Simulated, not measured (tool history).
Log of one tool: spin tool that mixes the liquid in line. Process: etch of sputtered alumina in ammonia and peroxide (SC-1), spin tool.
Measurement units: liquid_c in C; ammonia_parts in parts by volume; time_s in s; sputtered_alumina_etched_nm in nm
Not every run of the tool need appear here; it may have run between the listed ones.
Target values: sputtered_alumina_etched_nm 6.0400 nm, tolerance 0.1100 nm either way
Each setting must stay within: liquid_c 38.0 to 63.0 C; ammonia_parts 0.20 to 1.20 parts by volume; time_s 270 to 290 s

run  hour  liquid_c  ammonia_parts  time_s  sputtered_alumina_etched_nm
  1   0.0      47.0           0.70     270                       6.5032
  2   5.2      44.0           0.70     270                       5.4901
  3  12.7      44.5           0.70     270                       5.6546
  4  19.6      45.0           0.70     270                       5.7720
     26.7  -- heated supply line repaired
  5  26.7      48.5           0.70     270                       8.5982
  6  33.9      47.5           0.70     270                       8.1425
  7  38.7      41.0           0.70     270                       5.6524
  8  40.3      42.5           0.70     270                       6.1462

4 candidate next runs follow, results not yet known. Just one meets every target within its allowed miss. Identify it.
  A  41.9      41.0           1.10     275                            ?
  B  41.9      42.5           0.75     275                            ?
  C  41.9      42.5           0.50     285                            ?
  D  41.9      42.5           0.90     275                            ?

move  sputtered_alumina_etched_nm
   A                       6.0043
   B                       6.3169
   C                       6.2979
   D                       6.4279
A: every result within its allowed miss
B: moves away from the targets compared with the last run
C: moves away from the targets compared with the last run
D: moves away from the targets compared with the last run
The move that meets every target is A.

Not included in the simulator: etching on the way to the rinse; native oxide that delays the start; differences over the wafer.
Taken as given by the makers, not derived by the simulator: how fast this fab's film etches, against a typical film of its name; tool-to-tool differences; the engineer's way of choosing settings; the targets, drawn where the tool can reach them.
